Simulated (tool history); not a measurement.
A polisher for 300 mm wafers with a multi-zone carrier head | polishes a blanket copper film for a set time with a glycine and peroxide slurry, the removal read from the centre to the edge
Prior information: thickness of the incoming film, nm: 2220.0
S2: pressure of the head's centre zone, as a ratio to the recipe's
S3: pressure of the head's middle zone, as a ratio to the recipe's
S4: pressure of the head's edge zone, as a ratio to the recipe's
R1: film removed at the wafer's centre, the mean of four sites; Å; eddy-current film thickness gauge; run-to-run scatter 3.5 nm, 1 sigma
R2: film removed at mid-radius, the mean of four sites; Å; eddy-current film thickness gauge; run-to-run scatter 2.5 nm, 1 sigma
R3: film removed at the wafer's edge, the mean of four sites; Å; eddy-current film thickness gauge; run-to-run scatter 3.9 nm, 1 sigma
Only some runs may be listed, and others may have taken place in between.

run 1 hour=0.0 | flow_of_slurry_(ml/min)=145 S2=1.00 S3=1.00 S4=1.00 polishing_time_(s)=64 | R1=3831.1 R2=3723.2 R3=3667.7
run 2 hour=7.5 | flow_of_slurry_(ml/min)=160 S2=1.01 S3=1.01 S4=1.02 polishing_time_(s)=64 | R1=3907.3 R2=3881.0 R3=3818.9
run 3 hour=9.7 | flow_of_slurry_(ml/min)=160 S2=1.01 S3=1.01 S4=1.08 polishing_time_(s)=64 | R1=3918.8 R2=3873.4 R3=3938.1
run 4 hour=11.4 | flow_of_slurry_(ml/min)=160 S2=1.01 S3=1.07 S4=1.08 polishing_time_(s)=64 | R1=3959.3 R2=4067.8 R3=3939.1
run 5 hour=13.8 | flow_of_slurry_(ml/min)=175 S2=1.01 S3=1.07 S4=1.08 polishing_time_(s)=64 | R1=4009.6 R2=4109.1 R3=3880.3
run 6 hour=17.8 | flow_of_slurry_(ml/min)=180 S2=1.03 S3=1.06 S4=1.09 polishing_time_(s)=64 | R1=4052.6 R2=4091.8 R3=3988.2
run 7 hour=25.1 | flow_of_slurry_(ml/min)=185 S2=1.05 S3=1.06 S4=1.09 polishing_time_(s)=64 | R1=4150.5 R2=4114.0 R3=3979.1
run 8 hour=26.6 | flow_of_slurry_(ml/min)=190 S2=1.06 S3=1.06 S4=1.09 polishing_time_(s)=64 | R1=4188.5 R2=4176.6 R3=4009.2
run 9 hour=28.5 | flow_of_slurry_(ml/min)=190 S2=1.06 S3=1.06 S4=1.09 polishing_time_(s)=64 | R1=4128.1 R2=4123.7 R3=4028.0
run 10 hour=36.9 | flow_of_slurry_(ml/min)=190 S2=1.06 S3=1.06 S4=1.09 polishing_time_(s)=64 | R1=4200.1 R2=4120.7 R3=4010.7

Estimate the outcome of run 11 from the log above:
run 11 hour=45.4 | flow_of_slurry_(ml/min)=195 S2=1.07 S3=1.06 S4=1.09 polishing_time_(s)=64 | R1=? R2=? R3=?

{"run 11": {"R1": 4161.0, "R2": 4175.5, "R3": 3944.3}}

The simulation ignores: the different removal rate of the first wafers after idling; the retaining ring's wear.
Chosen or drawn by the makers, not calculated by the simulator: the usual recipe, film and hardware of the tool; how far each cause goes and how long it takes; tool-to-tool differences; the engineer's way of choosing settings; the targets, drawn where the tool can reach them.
